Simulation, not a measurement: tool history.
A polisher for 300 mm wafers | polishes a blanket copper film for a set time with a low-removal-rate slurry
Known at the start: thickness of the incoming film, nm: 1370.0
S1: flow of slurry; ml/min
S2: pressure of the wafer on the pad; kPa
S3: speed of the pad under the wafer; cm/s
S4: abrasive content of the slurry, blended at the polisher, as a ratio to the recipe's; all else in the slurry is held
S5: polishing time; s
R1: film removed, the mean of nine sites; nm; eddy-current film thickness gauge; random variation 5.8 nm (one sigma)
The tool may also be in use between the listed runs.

run,hour,S1,S2,S3,S4,S5,R1
1,0.0,200,17.2,136,1.00,105,299.85
2,1.2,200,18.6,136,1.00,105,309.63
3,2.2,200,18.6,136,0.85,105,290.79
4,3.3,200,20.7,138,0.85,105,323.24
5,8.9,200,20.7,120,0.85,105,299.36
# hour 17.0: head pressure recalibrated
6,17.0,200,23.4,120,0.85,105,313.51

Forecast run 7:
7,18.7,200,24.1,126,0.85,105,?

R1: 318.91 nm
